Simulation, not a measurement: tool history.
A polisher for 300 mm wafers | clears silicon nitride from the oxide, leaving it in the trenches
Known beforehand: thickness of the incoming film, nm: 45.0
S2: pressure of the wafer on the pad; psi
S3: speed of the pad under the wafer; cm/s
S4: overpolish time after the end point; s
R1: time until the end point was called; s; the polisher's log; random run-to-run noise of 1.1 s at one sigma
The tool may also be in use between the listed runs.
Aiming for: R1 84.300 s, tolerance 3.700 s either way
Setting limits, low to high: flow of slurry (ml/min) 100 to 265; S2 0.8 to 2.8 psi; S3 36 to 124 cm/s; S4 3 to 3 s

Run 1, hour 0.0: flow of slurry (ml/min) 170, S2 1.8 psi, S3 80 cm/s, S4 3 s. Result: R1 109.010 s.
Run 2, hour 3.7: flow of slurry (ml/min) 135, S2 1.8 psi, S3 80 cm/s, S4 3 s. Result: R1 110.960 s.
Run 3, hour 9.2: flow of slurry (ml/min) 135, S2 1.4 psi, S3 80 cm/s, S4 3 s. Result: R1 137.550 s.
Run 4, hour 13.8: flow of slurry (ml/min) 135, S2 1.4 psi, S3 88 cm/s, S4 3 s. Result: R1 128.470 s.
Run 5, hour 17.8: flow of slurry (ml/min) 135, S2 1.5 psi, S3 88 cm/s, S4 3 s. Result: R1 120.950 s.
Run 6, hour 18.9: flow of slurry (ml/min) 135, S2 1.6 psi, S3 88 cm/s, S4 3 s. Result: R1 116.120 s.
Run 7, hour 26.8: flow of slurry (ml/min) 135, S2 1.7 psi, S3 88 cm/s, S4 3 s. Result: R1 109.890 s.
Run 8, hour 31.4: flow of slurry (ml/min) 135, S2 1.8 psi, S3 88 cm/s, S4 3 s. Result: R1 104.510 s.
Run 9, hour 36.2: flow of slurry (ml/min) 140, S2 2.0 psi, S3 88 cm/s, S4 3 s. Result: R1 93.072 s.
Run 10, hour 42.2: flow of slurry (ml/min) 145, S2 2.1 psi, S3 88 cm/s, S4 3 s. Result: R1 89.240 s.

Consider the 5 candidate settings below. Which is the only one whose results all fall within their allowed miss of target?
Run A, hour 48.2: flow of slurry (ml/min) 120, S2 2.1 psi, S3 98 cm/s, S4 3 s. Result: R1 ?.
Run B, hour 48.2: flow of slurry (ml/min) 140, S2 2.1 psi, S3 82 cm/s, S4 3 s. Result: R1 ?.
Run C, hour 48.2: flow of slurry (ml/min) 125, S2 2.4 psi, S3 96 cm/s, S4 3 s. Result: R1 ?.
Run D, hour 48.2: flow of slurry (ml/min) 120, S2 2.6 psi, S3 88 cm/s, S4 3 s. Result: R1 ?.
Run E, hour 48.2: flow of slurry (ml/min) 140, S2 2.4 psi, S3 94 cm/s, S4 3 s. Result: R1 ?.

move      R1
   A  84.693
   B  94.225
   C  76.000
   D  75.987
   E  75.856
A: all results land within tolerance of their targets
B: moves away from the targets compared with the last run
C: pushes the last run's worst result past its target
D: pushes the last run's worst result past its target
E: pushes the last run's worst result past its target
So the answer is move A, the one that meets all the targets.
